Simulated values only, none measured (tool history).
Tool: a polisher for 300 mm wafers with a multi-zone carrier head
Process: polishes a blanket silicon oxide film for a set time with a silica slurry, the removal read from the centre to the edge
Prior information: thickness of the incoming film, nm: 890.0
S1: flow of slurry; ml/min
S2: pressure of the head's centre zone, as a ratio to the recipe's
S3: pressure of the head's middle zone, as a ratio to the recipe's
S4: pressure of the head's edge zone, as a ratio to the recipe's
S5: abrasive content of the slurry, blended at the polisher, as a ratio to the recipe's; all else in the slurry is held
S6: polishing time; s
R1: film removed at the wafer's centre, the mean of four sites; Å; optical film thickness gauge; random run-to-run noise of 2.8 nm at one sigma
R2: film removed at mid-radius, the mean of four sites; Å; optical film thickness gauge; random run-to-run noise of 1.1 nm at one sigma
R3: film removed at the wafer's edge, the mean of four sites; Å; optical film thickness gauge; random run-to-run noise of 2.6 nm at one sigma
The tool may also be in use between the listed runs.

{"run": 1, "day": 0.0, "S1": 175, "S2": 1.0, "S3": 1.0, "S4": 1.0, "S5": 1.0, "S6": 76, "R1": 3462.3, "R2": 3506.7, "R3": 3569.6}
{"run": 2, "day": 0.2, "S1": 175, "S2": 1.0, "S3": 1.0, "S4": 1.0, "S5": 1.0, "S6": 64, "R1": 2889.5, "R2": 2935.2, "R3": 2893.3}
{"run": 3, "day": 0.421, "S1": 165, "S2": 1.01, "S3": 0.95, "S4": 0.97, "S5": 0.85, "S6": 60, "R1": 2675.1, "R2": 2463.1, "R3": 2549.1}
{"run": 4, "day": 0.721, "S1": 160, "S2": 0.99, "S3": 0.93, "S4": 0.94, "S5": 0.75, "S6": 56, "R1": 2276.7, "R2": 2152.1, "R3": 2208.8}
{"run": 5, "day": 0.917, "S1": 155, "S2": 0.99, "S3": 0.9, "S4": 0.91, "S5": 0.7, "S6": 55, "R1": 2160.8, "R2": 2000.6, "R3": 2138.7}
{"run": 6, "day": 1.104, "S1": 155, "S2": 1.0, "S3": 0.9, "S4": 0.89, "S5": 0.65, "S6": 53, "R1": 2104.1, "R2": 1886.1, "R3": 2029.2}
{"run": 7, "day": 1.45, "S1": 155, "S2": 1.01, "S3": 0.91, "S4": 0.87, "S5": 0.6, "S6": 51, "R1": 1916.4, "R2": 1782.0, "R3": 1888.0}
{"run": 8, "day": 1.679, "S1": 155, "S2": 1.01, "S3": 0.91, "S4": 0.87, "S5": 0.6, "S6": 51, "R1": 1925.1, "R2": 1774.6, "R3": 1844.1}
{"run": 9, "day": 2.025, "S1": 150, "S2": 1.03, "S3": 0.9, "S4": 0.85, "S5": 0.6, "S6": 51, "R1": 1926.5, "R2": 1750.6, "R3": 1790.9}

What does the tool deliver on the next run?
{"run": 10, "day": 2.129, "S1": 140, "S2": 1.04, "S3": 0.89, "S4": 0.85, "S5": 0.6, "S6": 51, "R1": "?", "R2": "?", "R3": "?"}

{"run 10": {"R1": 1964.6, "R2": 1694.4, "R3": 1788.8}}
